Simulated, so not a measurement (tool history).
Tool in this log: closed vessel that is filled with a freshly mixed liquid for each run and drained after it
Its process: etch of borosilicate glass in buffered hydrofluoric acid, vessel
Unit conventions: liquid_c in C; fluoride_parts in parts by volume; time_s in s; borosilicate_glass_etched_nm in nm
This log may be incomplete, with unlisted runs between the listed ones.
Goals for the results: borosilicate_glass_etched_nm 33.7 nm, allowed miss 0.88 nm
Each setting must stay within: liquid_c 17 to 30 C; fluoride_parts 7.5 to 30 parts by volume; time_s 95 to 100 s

Run 1, hour 0: liquid_c 22 C, fluoride_parts 21 parts by volume, time_s 95 s. Result: borosilicate_glass_etched_nm 54.171 nm.
Run 2, hour 8.3: liquid_c 24.5 C, fluoride_parts 21 parts by volume, time_s 95 s. Result: borosilicate_glass_etched_nm 61.761 nm.
Run 3, hour 16.4: liquid_c 22 C, fluoride_parts 23 parts by volume, time_s 95 s. Result: borosilicate_glass_etched_nm 50.27 nm.
Run 4, hour 23.8: liquid_c 20.5 C, fluoride_parts 24 parts by volume, time_s 95 s. Result: borosilicate_glass_etched_nm 44.606 nm.
Run 5, hour 31.9: liquid_c 20.5 C, fluoride_parts 24 parts by volume, time_s 95 s. Result: borosilicate_glass_etched_nm 44.723 nm.
Run 6, hour 39.6: liquid_c 19.5 C, fluoride_parts 25 parts by volume, time_s 95 s. Result: borosilicate_glass_etched_nm 41.106 nm.
Run 7, hour 41: liquid_c 18.5 C, fluoride_parts 25.5 parts by volume, time_s 95 s. Result: borosilicate_glass_etched_nm 38.253 nm.
Run 8, hour 47.5: liquid_c 18 C, fluoride_parts 26 parts by volume, time_s 95 s. Result: borosilicate_glass_etched_nm 36.566 nm.

Exactly one of the 5 candidate moves below puts every result within its allowed miss. Which one?
Run A, hour 54: liquid_c 21.5 C, fluoride_parts 30 parts by volume, time_s 95 s. Result: borosilicate_glass_etched_nm ?.
Run B, hour 54: liquid_c 17 C, fluoride_parts 29.5 parts by volume, time_s 100 s. Result: borosilicate_glass_etched_nm ?.
Run C, hour 54: liquid_c 17 C, fluoride_parts 20.5 parts by volume, time_s 95 s. Result: borosilicate_glass_etched_nm ?.
Run D, hour 54: liquid_c 17 C, fluoride_parts 23 parts by volume, time_s 95 s. Result: borosilicate_glass_etched_nm ?.
Run E, hour 54: liquid_c 17 C, fluoride_parts 26.5 parts by volume, time_s 100 s. Result: borosilicate_glass_etched_nm ?.

move  borosilicate_glass_etched_nm
   A                        40.221
   B                        33.365
   C                         41.86
   D                        37.705
   E                        35.958
A: moves away from the targets compared with the last run
B: every result within its allowed miss
C: moves away from the targets compared with the last run
D: moves away from the targets compared with the last run
E: nearer the targets than the last run, but a result is still out of spec
B meets every target.
